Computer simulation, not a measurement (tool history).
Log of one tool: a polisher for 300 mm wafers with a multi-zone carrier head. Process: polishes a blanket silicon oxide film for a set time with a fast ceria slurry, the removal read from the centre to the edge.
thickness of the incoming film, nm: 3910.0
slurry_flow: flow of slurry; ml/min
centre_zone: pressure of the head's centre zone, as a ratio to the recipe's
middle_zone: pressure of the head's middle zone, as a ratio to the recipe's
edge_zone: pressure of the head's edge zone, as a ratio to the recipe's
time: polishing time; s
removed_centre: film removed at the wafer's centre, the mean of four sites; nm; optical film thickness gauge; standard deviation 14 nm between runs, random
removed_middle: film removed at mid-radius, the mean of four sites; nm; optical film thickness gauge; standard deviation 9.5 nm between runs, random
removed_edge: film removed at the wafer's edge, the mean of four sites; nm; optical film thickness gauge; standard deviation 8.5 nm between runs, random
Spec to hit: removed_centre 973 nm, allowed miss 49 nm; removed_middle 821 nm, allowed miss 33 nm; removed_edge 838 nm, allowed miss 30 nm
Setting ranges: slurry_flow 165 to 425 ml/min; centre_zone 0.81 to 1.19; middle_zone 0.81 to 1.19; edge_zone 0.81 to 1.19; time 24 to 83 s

run 1 hour=0 | slurry_flow=275 centre_zone=1 middle_zone=1 edge_zone=1 time=53 | removed_centre=683.02 removed_middle=687.7 removed_edge=678.12
run 2 hour=5.7 | slurry_flow=275 centre_zone=1.06 middle_zone=1 edge_zone=1 time=53 | removed_centre=710.95 removed_middle=678.9 removed_edge=669.21
run 3 hour=8.8 | slurry_flow=310 centre_zone=1.06 middle_zone=1 edge_zone=1 time=53 | removed_centre=708.93 removed_middle=680.19 removed_edge=685.01
run 4 hour=15.8 | slurry_flow=310 centre_zone=1.06 middle_zone=1.07 edge_zone=1 time=53 | removed_centre=740.02 removed_middle=728.98 removed_edge=693.18
run 5 hour=18.4 | slurry_flow=310 centre_zone=1.06 middle_zone=1 edge_zone=1 time=53 | removed_centre=720.73 removed_middle=687.55 removed_edge=682.05
run 6 hour=26.2 | slurry_flow=315 centre_zone=1.09 middle_zone=1 edge_zone=1.01 time=56 | removed_centre=800.18 removed_middle=722.34 removed_edge=734.84
run 7 hour=28.9 | slurry_flow=320 centre_zone=1.11 middle_zone=1.02 edge_zone=1.03 time=57 | removed_centre=800.78 removed_middle=760.09 removed_edge=756.45
run 8 hour=30.7 | slurry_flow=330 centre_zone=1.13 middle_zone=1.01 edge_zone=1.02 time=58 | removed_centre=824.26 removed_middle=758.23 removed_edge=765.84
run 9 hour=35.9 | slurry_flow=330 centre_zone=1.14 middle_zone=1 edge_zone=1 time=60 | removed_centre=876.35 removed_middle=782.87 removed_edge=784.33
run 10 hour=43.5 | slurry_flow=335 centre_zone=1.15 middle_zone=0.99 edge_zone=1 time=61 | removed_centre=928.94 removed_middle=810.98 removed_edge=799.5
run 11 hour=50.2 | slurry_flow=340 centre_zone=1.16 middle_zone=0.99 edge_zone=1.01 time=61 | removed_centre=923.67 removed_middle=798.34 removed_edge=796.36
run 12 hour=55.5 | slurry_flow=345 centre_zone=1.17 middle_zone=0.99 edge_zone=1.02 time=61 | removed_centre=940.62 removed_middle=799.04 removed_edge=791.62
run 13 hour=58.3 | slurry_flow=345 centre_zone=1.17 middle_zone=0.99 edge_zone=1.02 time=61 | removed_centre=926.22 removed_middle=790.71 removed_edge=787.48

Which one of the following 4 next-run settings gets every result inside its allowed miss? There is exactly one.
run A hour=61.1 | slurry_flow=360 centre_zone=1.15 middle_zone=0.95 edge_zone=0.98 time=65 | removed_centre=? removed_middle=? removed_edge=?
run B hour=61.1 | slurry_flow=425 centre_zone=1.15 middle_zone=1.06 edge_zone=0.98 time=59 | removed_centre=? removed_middle=? removed_edge=?
run C hour=61.1 | slurry_flow=380 centre_zone=1.19 middle_zone=0.98 edge_zone=1 time=58 | removed_centre=? removed_middle=? removed_edge=?
run D hour=61.1 | slurry_flow=365 centre_zone=1.19 middle_zone=1.07 edge_zone=0.9 time=58 | removed_centre=? removed_middle=? removed_edge=?

move=A removed_centre=952.93 removed_middle=815.56 removed_edge=827.9
move=B removed_centre=877.27 removed_middle=822.02 removed_edge=757.52
move=C removed_centre=878.21 removed_middle=749.95 removed_edge=748.07
move=D removed_centre=875.8 removed_middle=805.54 removed_edge=709.33
A: hits every target within its allowed miss
B: further off than the last run
C: further off than the last run
D: further off than the last run
The move that meets every target is A.
